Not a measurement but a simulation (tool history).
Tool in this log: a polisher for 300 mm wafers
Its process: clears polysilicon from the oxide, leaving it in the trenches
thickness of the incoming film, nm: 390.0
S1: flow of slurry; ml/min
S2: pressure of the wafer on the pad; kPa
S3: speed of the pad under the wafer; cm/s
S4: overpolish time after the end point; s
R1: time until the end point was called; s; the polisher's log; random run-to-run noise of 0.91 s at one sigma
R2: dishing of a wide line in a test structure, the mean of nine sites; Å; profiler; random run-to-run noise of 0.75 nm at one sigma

| run | hour | S1 | S2 | S3 | S4 | R1 | R2 |
|---|---|---|---|---|---|---|---|
| 1 | 0 | 165 | 15.2 | 126 | 27 | 26.41 | 804.79 |
| 2 | 5.8 | 165 | 15.2 | 126 | 23 | 26.1 | 753.55 |
| 3 | 12.9 | 165 | 15.2 | 150 | 23 | 22.243 | 784.97 |
| 4 | 21 | 165 | 12.4 | 150 | 23 | 27.885 | 773.88 |
| 5 | 26.3 | 180 | 11.7 | 126 | 19 | 33.518 | 734.19 |
| 6 | 34 | 180 | 11.7 | 156 | 19 | 26.809 | 753.71 |
| 7 | 36.9 | 200 | 11 | 130 | 16 | 34.022 | 718.53 |

Run 8 comes next. What will it give?
| 8 | 45.1 | 215 | 11 | 110 | 14 | ? | ? |

R1: 38.939 s
R2: 642.06 Å

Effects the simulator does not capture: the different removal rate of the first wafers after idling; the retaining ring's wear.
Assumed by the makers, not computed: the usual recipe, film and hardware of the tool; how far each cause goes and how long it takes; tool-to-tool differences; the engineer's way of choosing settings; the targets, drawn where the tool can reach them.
